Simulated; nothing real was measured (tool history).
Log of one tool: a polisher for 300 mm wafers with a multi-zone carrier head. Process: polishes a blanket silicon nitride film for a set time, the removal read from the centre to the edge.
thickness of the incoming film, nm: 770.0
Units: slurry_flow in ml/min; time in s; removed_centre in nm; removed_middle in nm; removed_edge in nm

run    day  slurry_flow  centre_zone  middle_zone  edge_zone  time  removed_centre  removed_middle  removed_edge
  1  0.000          280         1.00         1.00       1.00    80          153.36          149.13        154.69
  2  0.025          275         0.97         0.98       0.97    75          140.27          140.30        144.69
  3  0.079          270         0.95         0.96       0.96    70          124.85          125.90        131.35
  4  0.175          270         0.91         0.96       0.96    70          121.63          127.50        133.92
  5  0.246          265         0.90         0.94       0.93    68          117.34          120.37        130.78
  6  0.575          265         0.95         0.94       0.93    68          122.42          121.49        127.28
  7  0.683          260         0.94         0.93       0.91    66          117.66          117.84        121.22
  8  0.742          250         0.92         0.91       0.89    65          113.31          112.28        117.87
  9  1.025          240         0.90         0.90       0.87    64          108.40          106.13        115.26

Run 10 comes next. What will it give?
 10  1.304          235         0.89         0.91       0.86    63               ?               ?             ?

Run 10 gave removed_centre 105.23 nm, removed_middle 106.77 nm, removed_edge 115.45 nm.
